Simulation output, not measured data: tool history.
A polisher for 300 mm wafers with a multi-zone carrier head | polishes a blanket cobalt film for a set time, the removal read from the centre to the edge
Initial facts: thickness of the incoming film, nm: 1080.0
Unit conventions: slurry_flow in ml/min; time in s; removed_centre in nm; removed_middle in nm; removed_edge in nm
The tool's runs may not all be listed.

| run | day | slurry_flow | centre_zone | middle_zone | edge_zone | time | removed_centre | removed_middle | removed_edge |
|---|---|---|---|---|---|---|---|---|---|
| 1 | 0.000 | 205 | 1.00 | 1.00 | 1.00 | 75 | 432.24 | 413.77 | 454.35 |
| 2 | 0.362 | 205 | 1.00 | 1.00 | 1.08 | 75 | 432.59 | 428.52 | 466.85 |
| 3 | 0.450 | 205 | 1.00 | 1.00 | 1.08 | 88 | 510.89 | 497.52 | 550.12 |
| 4 | 0.638 | 205 | 0.94 | 1.00 | 1.08 | 88 | 490.86 | 489.58 | 555.32 |
| 5 | 0.758 | 230 | 1.01 | 1.05 | 1.04 | 91 | 541.01 | 533.74 | 569.89 |
| 6 | 1.038 | 195 | 1.01 | 1.05 | 1.04 | 91 | 530.94 | 534.17 | 550.37 |
| 7 | 1.200 | 195 | 1.06 | 1.08 | 1.02 | 95 | 589.11 | 562.86 | 580.37 |

Forecast run 8:
| 8 | 1.288 | 175 | 1.08 | 1.11 | 0.96 | 99 | ? | ? | ? |

removed_centre: 600.73 nm
removed_middle: 587.61 nm
removed_edge: 569.97 nm

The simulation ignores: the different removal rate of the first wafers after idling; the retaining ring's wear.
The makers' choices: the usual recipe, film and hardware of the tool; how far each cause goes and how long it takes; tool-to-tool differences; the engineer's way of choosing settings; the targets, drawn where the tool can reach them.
